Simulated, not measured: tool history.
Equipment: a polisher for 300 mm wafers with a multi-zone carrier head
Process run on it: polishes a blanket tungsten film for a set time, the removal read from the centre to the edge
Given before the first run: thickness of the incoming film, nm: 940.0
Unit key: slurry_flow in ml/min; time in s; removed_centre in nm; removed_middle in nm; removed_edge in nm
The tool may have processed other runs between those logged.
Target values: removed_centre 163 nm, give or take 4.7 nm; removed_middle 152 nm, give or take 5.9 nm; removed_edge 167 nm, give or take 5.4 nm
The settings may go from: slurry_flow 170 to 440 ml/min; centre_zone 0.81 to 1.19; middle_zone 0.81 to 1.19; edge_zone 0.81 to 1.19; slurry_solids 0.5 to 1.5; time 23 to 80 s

run	hour	slurry_flow	centre_zone	middle_zone	edge_zone	slurry_solids	time	removed_centre	removed_middle	removed_edge
1	0	280	1	1	1	1	51	282.95	278.75	273.71
2	2.9	280	0.95	1	1	1	51	267.94	276.72	277.31
3	8.2	275	0.94	0.97	0.98	0.9	48	249.85	250.16	255.64
4	11.9	275	0.94	0.97	0.9	0.9	48	242.02	255.37	239.51
5	14.2	275	0.94	0.94	0.9	0.9	48	242.66	246.82	241.22
6	17.5	275	0.94	0.94	0.9	0.9	53	267.22	270.29	264.93
7	22.6	270	0.93	0.92	0.89	0.85	49	245.02	243.71	245.75
8	30.3	265	0.92	0.91	0.88	0.8	46	226.21	227.99	227.52
9	33.2	235	0.93	0.81	0.95	0.55	32	149.36	132.84	152.91
10	35.2	250	0.93	0.82	0.96	0.55	32	148.6	136.51	155.44
11	43.6	265	0.94	0.83	0.97	0.55	32	152.43	137.95	155.91
12	50.7	275	0.94	0.84	0.98	0.55	32	154.97	139.51	156.81
13	58.6	285	0.94	0.85	0.99	0.55	32	152.97	143.17	157.01
14	66.1	290	0.94	0.85	1	0.55	32	151.35	140.98	160.82
15	73.2	295	0.95	0.86	1	0.55	32	155.25	142.7	159.04

Exactly one of the 4 candidate moves below puts every result within its allowed miss. Which one?
A	80.3	295	1.02	0.95	1.02	0.75	30	?	?	?
B	80.3	290	0.94	0.86	0.96	0.55	34	?	?	?
C	80.3	410	0.95	0.84	0.97	0.85	29	?	?	?
D	80.3	280	1.06	0.91	1.05	0.6	30	?	?	?

move	removed_centre	removed_middle	removed_edge
A	162.63	148.51	158.56
B	162.97	148.96	167.94
C	152.13	134.64	154.82
D	163.63	138.73	155.98
A: meets the target for the result that was furthest off, but another lies outside its allowed miss
B: in spec on every target
C: the biggest miss grows against the last run
D: meets the target for the result that was furthest off, but another lies outside its allowed miss
Answer: B

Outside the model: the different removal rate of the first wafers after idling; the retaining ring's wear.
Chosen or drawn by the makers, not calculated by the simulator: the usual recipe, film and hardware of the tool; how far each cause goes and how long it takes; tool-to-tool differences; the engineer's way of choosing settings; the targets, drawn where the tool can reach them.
